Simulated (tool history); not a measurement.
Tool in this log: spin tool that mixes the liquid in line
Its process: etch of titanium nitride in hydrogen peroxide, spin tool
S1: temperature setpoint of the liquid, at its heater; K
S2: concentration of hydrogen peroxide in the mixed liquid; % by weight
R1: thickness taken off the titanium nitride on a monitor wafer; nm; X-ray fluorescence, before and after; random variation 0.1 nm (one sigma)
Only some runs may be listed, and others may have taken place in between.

Run 1, hour 0.0: S1 322.15 K, S2 25.5 % by weight, time under the liquid (s) 190. Result: R1 7.0905 nm.
Run 2, hour 2.1: S1 319.15 K, S2 25.5 % by weight, time under the liquid (s) 190. Result: R1 5.8120 nm.
Run 3, hour 8.0: S1 323.15 K, S2 25.5 % by weight, time under the liquid (s) 190. Result: R1 7.6043 nm.
Run 4, hour 15.6: S1 318.15 K, S2 25.5 % by weight, time under the liquid (s) 190. Result: R1 5.2836 nm.
Run 5, hour 16.8: S1 320.65 K, S2 25.5 % by weight, time under the liquid (s) 190. Result: R1 6.3740 nm.
Run 6, hour 18.7: S1 320.65 K, S2 28.5 % by weight, time under the liquid (s) 190. Result: R1 6.4640 nm.
Run 7, hour 27.2: S1 324.15 K, S2 28.5 % by weight, time under the liquid (s) 190. Result: R1 8.4483 nm.
Run 8, hour 36.1: S1 326.15 K, S2 28.5 % by weight, time under the liquid (s) 190. Result: R1 9.7173 nm.
Run 9, hour 44.1: S1 327.65 K, S2 28.5 % by weight, time under the liquid (s) 190. Result: R1 10.8840 nm.
Run 10, hour 46.8: S1 328.65 K, S2 28.5 % by weight, time under the liquid (s) 190. Result: R1 11.6880 nm.
Run 11, hour 50.9: S1 329.65 K, S2 28.5 % by weight, time under the liquid (s) 190. Result: R1 12.4400 nm.

Predict the results of run 12:
Run 12, hour 59.4: S1 330.15 K, S2 28.5 % by weight, time under the liquid (s) 190. Result: R1 ?.

{"run 12": {"R1": 12.819}}
